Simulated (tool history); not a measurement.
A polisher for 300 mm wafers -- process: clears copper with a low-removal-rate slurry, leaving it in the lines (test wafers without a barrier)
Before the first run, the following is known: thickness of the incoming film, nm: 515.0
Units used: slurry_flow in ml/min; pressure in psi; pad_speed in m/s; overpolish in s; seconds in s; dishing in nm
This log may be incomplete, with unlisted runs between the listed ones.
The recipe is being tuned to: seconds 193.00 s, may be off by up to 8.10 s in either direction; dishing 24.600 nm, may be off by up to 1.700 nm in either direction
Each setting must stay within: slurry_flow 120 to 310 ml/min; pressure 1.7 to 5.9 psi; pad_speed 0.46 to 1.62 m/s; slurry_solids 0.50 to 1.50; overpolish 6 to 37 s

| run | day | slurry_flow | pressure | pad_speed | slurry_solids | overpolish | seconds | dishing |
|---|---|---|---|---|---|---|---|---|
| 1 | 0.000 | 200 | 3.8 | 1.04 | 1.00 | 19 | 137.26 | 35.422 |
| 2 | 0.058 | 200 | 4.5 | 1.04 | 1.00 | 19 | 117.36 | 38.846 |
| 3 | 0.229 | 200 | 5.1 | 1.04 | 1.00 | 19 | 103.45 | 40.871 |
| 4 | 0.525 | 200 | 4.7 | 1.04 | 1.00 | 18 | 112.12 | 39.107 |
| 5 | 0.775 | 230 | 4.7 | 1.04 | 1.00 | 18 | 113.32 | 38.720 |
| 6 | 1.088 | 230 | 4.4 | 1.04 | 1.00 | 17 | 119.52 | 36.647 |
| 7 | 1.117 | 230 | 4.1 | 1.04 | 1.00 | 16 | 126.32 | 34.599 |
| 8 | 1.392 | 230 | 3.8 | 1.04 | 1.00 | 15 | 132.52 | 30.900 |
| 9 | 1.504 | 220 | 2.8 | 0.98 | 1.00 | 19 | 188.81 | 28.785 |

5 candidate next runs follow, results not yet known. Just one meets every target within its allowed miss. Identify it.
| A | 1.617 | 225 | 3.6 | 0.70 | 0.95 | 21 | ? | ? |
| B | 1.617 | 200 | 2.8 | 0.80 | 1.15 | 18 | ? | ? |
| C | 1.617 | 215 | 2.4 | 0.98 | 1.05 | 21 | ? | ? |
| D | 1.617 | 190 | 2.6 | 0.94 | 0.95 | 18 | ? | ? |
| E | 1.617 | 255 | 3.7 | 0.62 | 1.05 | 16 | ? | ? |

| move | seconds | dishing |
|---|---|---|
| A | 195.02 | 30.034 |
| B | 211.97 | 25.066 |
| C | 213.99 | 27.537 |
| D | 214.44 | 24.761 |
| E | 197.95 | 24.469 |
A: misses by more than the last run did
B: the worst result of the last run now meets its target, but another is out of spec
C: misses by more than the last run did
D: the worst result of the last run now meets its target, but another is out of spec
E: all results land within tolerance of their targets
E is the move that brings every result within its allowed miss.
